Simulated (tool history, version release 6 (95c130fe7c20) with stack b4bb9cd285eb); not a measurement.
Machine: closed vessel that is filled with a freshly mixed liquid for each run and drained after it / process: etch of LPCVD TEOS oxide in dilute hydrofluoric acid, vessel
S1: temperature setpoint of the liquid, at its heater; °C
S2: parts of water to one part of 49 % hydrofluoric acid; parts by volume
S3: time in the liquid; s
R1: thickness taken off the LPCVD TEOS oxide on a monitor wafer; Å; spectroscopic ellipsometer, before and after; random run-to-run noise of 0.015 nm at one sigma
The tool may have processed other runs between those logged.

| run | hour | S1 | S2 | S3 | R1 |
|---|---|---|---|---|---|
| 1 | 0.0 | 25.0 | 160 | 30 | 40.625 |
| 2 | 4.4 | 23.0 | 160 | 30 | 37.434 |
| 3 | 13.6 | 23.0 | 125 | 30 | 49.848 |
| 4 | 21.1 | 23.0 | 125 | 30 | 50.128 |
| 5 | 28.3 | 20.0 | 125 | 30 | 44.623 |
| 6 | 35.2 | 20.0 | 90 | 30 | 64.404 |
| 7 | 38.1 | 20.0 | 90 | 30 | 64.071 |
| 8 | 47.3 | 19.0 | 110 | 30 | 49.254 |
| 9 | 50.7 | 18.5 | 120 | 30 | 43.848 |
| 10 | 55.3 | 18.0 | 130 | 30 | 39.182 |
| 11 | 59.0 | 17.5 | 135 | 30 | 36.774 |
| 12 | 63.7 | 17.5 | 140 | 30 | 35.110 |
| 13 | 66.0 | 17.5 | 145 | 30 | 33.696 |
| 14 | 71.2 | 17.5 | 150 | 30 | 32.600 |
|  | 78.6 | hydrofluoric acid flow meter replaced |
| 15 | 78.6 | 17.0 | 155 | 30 | 33.841 |

Run 16, settings as shown, results not yet in. Your forecast:
| 16 | 80.5 | 17.0 | 160 | 30 | ? |

Run 16 produced R1 32.542 Å.
